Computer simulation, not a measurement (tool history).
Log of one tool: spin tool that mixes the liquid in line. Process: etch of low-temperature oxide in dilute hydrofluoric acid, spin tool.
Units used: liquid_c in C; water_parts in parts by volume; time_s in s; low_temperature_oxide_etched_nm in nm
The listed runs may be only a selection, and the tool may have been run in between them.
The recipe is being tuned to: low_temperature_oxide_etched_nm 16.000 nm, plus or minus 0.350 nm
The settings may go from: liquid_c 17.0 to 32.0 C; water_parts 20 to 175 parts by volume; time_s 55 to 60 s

run	day	liquid_c	water_parts	time_s	low_temperature_oxide_etched_nm
1	0.000	24.0	95	55	19.690
2	0.333	23.0	95	55	18.748
3	0.592	23.0	95	60	20.818
4	0.833	19.5	95	60	17.816
5	0.925	17.5	95	60	16.409
6	1.117	17.5	65	60	24.466
7	1.396	17.5	70	60	22.833
8	1.671	17.5	75	60	21.305
9	1.854	17.5	80	60	19.693
10	2.217	17.5	85	60	18.412
11	2.296	17.0	90	60	16.995

Of the 4 settings listed for the next run, only one would bring every result within its allowed miss of target. Which one?
A	2.375	17.5	85	60	?
B	2.375	17.0	100	60	?
C	2.375	18.5	95	60	?
D	2.375	17.5	90	55	?

move	low_temperature_oxide_etched_nm
A	18.507
B	15.160
C	17.085
D	15.937
A: misses by more than the last run did
B: takes the biggest miss from the last run beyond its target
C: misses by more than the last run did
D: meets every target
So the answer is move D, the one that meets all the targets.

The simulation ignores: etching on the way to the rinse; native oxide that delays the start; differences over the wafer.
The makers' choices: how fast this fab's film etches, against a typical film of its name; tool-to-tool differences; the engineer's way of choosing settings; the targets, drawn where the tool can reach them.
